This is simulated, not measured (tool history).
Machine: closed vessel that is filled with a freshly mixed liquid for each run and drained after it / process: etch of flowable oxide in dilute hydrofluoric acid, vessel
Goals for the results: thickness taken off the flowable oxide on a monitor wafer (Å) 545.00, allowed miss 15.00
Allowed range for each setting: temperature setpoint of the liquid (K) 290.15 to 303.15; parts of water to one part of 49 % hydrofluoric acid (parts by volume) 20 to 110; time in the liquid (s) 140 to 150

run	day	temperature setpoint of the liquid (K)	parts of water to one part of 49 % hydrofluoric acid (parts by volume)	time in the liquid (s)	thickness taken off the flowable oxide on a monitor wafer (Å)
1	0.000	295.15	60	140	465.46
2	0.338	296.15	60	140	485.78
3	0.412	296.15	50	140	588.16
4	0.704	295.65	50	140	577.34
5	0.975	295.65	50	150	620.72
6	1.138	295.65	40	150	790.22
7	1.371	294.15	40	150	739.34
8	1.538	293.15	40	150	707.08
9	1.800	292.65	40	150	696.38
10	1.921	292.15	40	150	679.70
11	2.246	290.15	50	150	494.40
12	2.417	290.65	50	150	500.30
13	2.788	291.15	50	150	508.32
14	3.092	291.65	50	150	522.13

Which of these 5 next moves meets every target?
A	3.396	292.65	55	150	?
B	3.396	294.15	55	140	?
C	3.396	291.15	45	150	?
D	3.396	292.65	50	150	?
E	3.396	291.15	50	145	?

move	thickness taken off the flowable oxide on a monitor wafer (Å)
A	495.20
B	492.42
C	574.18
D	547.95
E	496.68
A: misses by more than the last run did
B: misses by more than the last run did
C: the result that was furthest off in the last run now lies on the other side of its target
D: all results in spec
E: misses by more than the last run did
Answer: D
